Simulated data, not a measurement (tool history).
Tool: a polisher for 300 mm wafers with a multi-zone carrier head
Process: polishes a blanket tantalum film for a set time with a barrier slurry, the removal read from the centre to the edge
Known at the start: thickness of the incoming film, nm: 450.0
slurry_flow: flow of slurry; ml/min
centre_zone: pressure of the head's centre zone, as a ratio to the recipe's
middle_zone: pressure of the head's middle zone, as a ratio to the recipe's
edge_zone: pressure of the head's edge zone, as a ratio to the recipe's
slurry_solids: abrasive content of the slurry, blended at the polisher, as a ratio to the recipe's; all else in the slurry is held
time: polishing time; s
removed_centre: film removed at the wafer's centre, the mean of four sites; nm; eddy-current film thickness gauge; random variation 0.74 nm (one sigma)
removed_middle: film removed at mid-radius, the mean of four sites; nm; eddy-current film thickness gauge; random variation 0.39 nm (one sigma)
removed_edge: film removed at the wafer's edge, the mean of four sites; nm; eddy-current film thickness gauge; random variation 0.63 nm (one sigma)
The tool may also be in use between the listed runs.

run,hour,slurry_flow,centre_zone,middle_zone,edge_zone,slurry_solids,time,removed_centre,removed_middle,removed_edge
1,0.0,185,1.00,1.00,1.00,1.00,77,85.785,86.382,87.455
2,4.8,185,1.04,1.00,1.00,1.00,77,88.566,85.857,86.719
3,7.9,185,1.03,1.04,0.95,0.85,70,77.348,77.677,71.379
4,10.8,180,0.99,1.04,0.92,0.75,67,69.058,71.283,68.180
5,13.4,180,0.99,1.04,0.97,0.75,67,68.729,70.498,67.449
6,15.1,180,0.99,1.01,0.97,0.75,67,68.800,69.120,68.102
7,22.9,180,0.99,1.01,0.97,0.75,67,68.737,70.612,68.589

Run 8 comes next. What will it give?
8,26.6,175,0.98,1.06,0.96,0.65,64,?,?,?

removed_centre: 61.049 nm
removed_middle: 66.908 nm
removed_edge: 60.784 nm

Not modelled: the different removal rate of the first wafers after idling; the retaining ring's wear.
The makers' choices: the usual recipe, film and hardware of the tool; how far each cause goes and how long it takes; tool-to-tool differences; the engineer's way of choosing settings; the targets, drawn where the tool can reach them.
